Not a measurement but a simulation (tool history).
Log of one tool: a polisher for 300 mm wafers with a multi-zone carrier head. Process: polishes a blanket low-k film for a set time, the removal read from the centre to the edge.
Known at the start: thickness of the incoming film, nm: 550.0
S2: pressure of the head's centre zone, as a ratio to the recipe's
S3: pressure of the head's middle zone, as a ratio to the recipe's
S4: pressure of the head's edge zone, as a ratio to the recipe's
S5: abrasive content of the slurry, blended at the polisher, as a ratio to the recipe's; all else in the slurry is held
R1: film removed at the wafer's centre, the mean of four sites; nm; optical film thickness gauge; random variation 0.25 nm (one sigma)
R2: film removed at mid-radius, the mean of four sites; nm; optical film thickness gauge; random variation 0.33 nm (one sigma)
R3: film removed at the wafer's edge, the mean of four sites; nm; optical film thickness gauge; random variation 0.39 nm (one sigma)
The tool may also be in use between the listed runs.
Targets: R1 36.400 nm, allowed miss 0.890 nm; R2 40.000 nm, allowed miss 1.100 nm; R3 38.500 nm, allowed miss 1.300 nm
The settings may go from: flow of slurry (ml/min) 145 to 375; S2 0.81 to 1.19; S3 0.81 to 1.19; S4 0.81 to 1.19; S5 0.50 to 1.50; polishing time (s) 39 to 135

{"run": 1, "hour": 0.0, "flow of slurry (ml/min)": 240, "S2": 1.0, "S3": 1.0, "S4": 1.0, "S5": 1.0, "polishing time (s)": 87, "R1": 29.998, "R2": 30.999, "R3": 29.651}
{"run": 2, "hour": 2.0, "flow of slurry (ml/min)": 250, "S2": 1.0, "S3": 1.03, "S4": 1.05, "S5": 1.1, "polishing time (s)": 87, "R1": 31.919, "R2": 32.575, "R3": 31.736}
{"run": 3, "hour": 6.7, "flow of slurry (ml/min)": 300, "S2": 1.0, "S3": 1.03, "S4": 1.05, "S5": 1.1, "polishing time (s)": 87, "R1": 31.8, "R2": 32.672, "R3": 31.96}
{"run": 4, "hour": 9.0, "flow of slurry (ml/min)": 300, "S2": 1.0, "S3": 1.1, "S4": 1.05, "S5": 1.1, "polishing time (s)": 87, "R1": 32.197, "R2": 34.953, "R3": 32.307}
{"run": 5, "hour": 10.2, "flow of slurry (ml/min)": 335, "S2": 1.0, "S3": 1.1, "S4": 1.05, "S5": 1.1, "polishing time (s)": 87, "R1": 32.653, "R2": 35.397, "R3": 32.588}
{"run": 6, "hour": 10.8, "flow of slurry (ml/min)": 335, "S2": 1.0, "S3": 1.1, "S4": 1.05, "S5": 1.1, "polishing time (s)": 71, "R1": 26.136, "R2": 28.47, "R3": 26.403}
{"run": 7, "hour": 13.8, "flow of slurry (ml/min)": 320, "S2": 1.01, "S3": 1.13, "S4": 1.15, "S5": 1.35, "polishing time (s)": 84, "R1": 33.712, "R2": 37.569, "R3": 34.296}
{"run": 8, "hour": 18.1, "flow of slurry (ml/min)": 320, "S2": 1.01, "S3": 1.13, "S4": 1.15, "S5": 1.35, "polishing time (s)": 84, "R1": 33.671, "R2": 37.559, "R3": 34.76}
{"run": 9, "hour": 20.3, "flow of slurry (ml/min)": 320, "S2": 1.01, "S3": 1.13, "S4": 1.15, "S5": 1.35, "polishing time (s)": 84, "R1": 33.689, "R2": 37.63, "R3": 34.936}
{"run": 10, "hour": 24.3, "flow of slurry (ml/min)": 325, "S2": 1.01, "S3": 1.12, "S4": 1.16, "S5": 1.4, "polishing time (s)": 85, "R1": 34.375, "R2": 38.486, "R3": 35.424}

Which of these 5 next moves meets every target?
{"run": "A", "hour": 28.3, "flow of slurry (ml/min)": 335, "S2": 1.09, "S3": 1.19, "S4": 1.05, "S5": 1.45, "polishing time (s)": 75, "R1": "?", "R2": "?", "R3": "?"}
{"run": "B", "hour": 28.3, "flow of slurry (ml/min)": 320, "S2": 0.98, "S3": 1.08, "S4": 1.14, "S5": 1.35, "polishing time (s)": 93, "R1": "?", "R2": "?", "R3": "?"}
{"run": "C", "hour": 28.3, "flow of slurry (ml/min)": 370, "S2": 1.02, "S3": 1.13, "S4": 1.12, "S5": 1.15, "polishing time (s)": 93, "R1": "?", "R2": "?", "R3": "?"}
{"run": "D", "hour": 28.3, "flow of slurry (ml/min)": 350, "S2": 1.04, "S3": 0.96, "S4": 1.19, "S5": 0.9, "polishing time (s)": 102, "R1": "?", "R2": "?", "R3": "?"}
{"run": "E", "hour": 28.3, "flow of slurry (ml/min)": 315, "S2": 1.06, "S3": 1.16, "S4": 1.19, "S5": 1.45, "polishing time (s)": 89, "R1": "?", "R2": "?", "R3": "?"}

move=A R1=33.527 R2=35.537 R3=30.498
move=B R1=36.305 R2=39.471 R3=38.286
move=C R1=36.219 R2=39.249 R3=36.215
move=D R1=36.829 R2=34.124 R3=37.324
move=E R1=38.469 R2=41.051 R3=38.196
A: further off than the last run
B: meets every target
C: nearer than the last run, and not there yet
D: brings the result that was furthest off to its target, and leaves another outside
E: brings the result that was furthest off to its target, and leaves another outside
Answer: B

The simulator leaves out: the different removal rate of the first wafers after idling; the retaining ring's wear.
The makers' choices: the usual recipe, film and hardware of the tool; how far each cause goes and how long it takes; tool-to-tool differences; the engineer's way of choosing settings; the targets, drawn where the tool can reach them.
